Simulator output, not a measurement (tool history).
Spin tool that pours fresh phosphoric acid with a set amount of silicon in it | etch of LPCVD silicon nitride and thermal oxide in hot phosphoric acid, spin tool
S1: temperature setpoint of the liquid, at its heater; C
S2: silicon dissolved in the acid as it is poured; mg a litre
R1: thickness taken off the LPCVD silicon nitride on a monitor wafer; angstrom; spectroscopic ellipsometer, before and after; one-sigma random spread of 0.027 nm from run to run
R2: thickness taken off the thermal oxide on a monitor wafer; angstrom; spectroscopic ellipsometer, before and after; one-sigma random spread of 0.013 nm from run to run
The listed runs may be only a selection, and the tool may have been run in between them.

Run 1, hour 0: S1 160 C, S2 14 mg a litre, time under the liquid (s) 60. Result: R1 60.147 angstrom, R2 1.3382 angstrom.
Run 2, hour 4.1: S1 159.5 C, S2 14.5 mg a litre, time under the liquid (s) 55. Result: R1 53.869 angstrom, R2 1.2917 angstrom.
Run 3, hour 12.2: S1 159.5 C, S2 14.5 mg a litre, time under the liquid (s) 75. Result: R1 73.592 angstrom, R2 1.0741 angstrom.
Run 4, hour 13.2: S1 159.5 C, S2 14.5 mg a litre, time under the liquid (s) 95. Result: R1 92.174 angstrom, R2 1.479 angstrom.
Run 5, hour 18.5: S1 159 C, S2 15 mg a litre, time under the liquid (s) 90. Result: R1 86.652 angstrom, R2 2.1029 angstrom.
Run 6, hour 24.4: S1 159 C, S2 15 mg a litre, time under the liquid (s) 80. Result: R1 77.998 angstrom, R2 0.48839 angstrom.
Run 7, hour 32.7: S1 159 C, S2 14.5 mg a litre, time under the liquid (s) 75. Result: R1 72.208 angstrom, R2 1.8622 angstrom.
Run 8, hour 38.9: S1 159 C, S2 15.5 mg a litre, time under the liquid (s) 70. Result: R1 66.791 angstrom, R2 0.9315 angstrom.
Run 9, hour 40.3: S1 159 C, S2 15.5 mg a litre, time under the liquid (s) 65. Result: R1 63.147 angstrom, R2 1.9402 angstrom.
Run 10, hour 40.9: S1 159.5 C, S2 14 mg a litre, time under the liquid (s) 60. Result: R1 58.394 angstrom, R2 2.0166 angstrom.
Run 11, hour 49.3: S1 157 C, S2 23 mg a litre, time under the liquid (s) 30. Result: R1 26.737 angstrom, R2 0.40714 angstrom.
Run 12, hour 52: S1 158.5 C, S2 24 mg a litre, time under the liquid (s) 30. Result: R1 28.124 angstrom, R2 0.41325 angstrom.
Run 13, hour 55.9: S1 159 C, S2 24 mg a litre, time under the liquid (s) 30. Result: R1 28.742 angstrom, R2 0.53967 angstrom.

For run 14, what comes out?
Run 14, hour 59.1: S1 159.5 C, S2 23.5 mg a litre, time under the liquid (s) 35. Result: R1 ?, R2 ?.

R1: 33.738 angstrom
R2: 0.75196 angstrom
